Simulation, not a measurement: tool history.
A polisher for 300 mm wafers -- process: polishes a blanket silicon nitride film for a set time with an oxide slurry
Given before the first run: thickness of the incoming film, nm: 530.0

| run | hour | flow of slurry (ml/min) | pressure of the wafer on the pad (kPa) | speed of the pad under the wafer (cm/s) | abrasive content of the slurry | polishing time (s) | film removed (Å) |
|---|---|---|---|---|---|---|---|
| 1 | 0.0 | 180 | 33.1 | 142 | 1.00 | 43 | 456.03 |
| 2 | 8.7 | 180 | 33.1 | 142 | 1.20 | 43 | 479.54 |
| 3 | 12.1 | 180 | 33.1 | 114 | 1.20 | 43 | 439.81 |
| 4 | 13.1 | 180 | 30.3 | 112 | 1.20 | 43 | 406.85 |
| 5 | 14.1 | 180 | 27.6 | 110 | 1.20 | 43 | 364.96 |
| 6 | 22.4 | 180 | 27.6 | 110 | 1.05 | 43 | 345.53 |
| 7 | 30.1 | 180 | 26.9 | 110 | 1.05 | 43 | 334.51 |

What does the tool deliver on the next run?
| 8 | 32.2 | 180 | 26.2 | 110 | 1.05 | 43 | ? |

{"run 8": {"film removed (Å)": 332.16}}
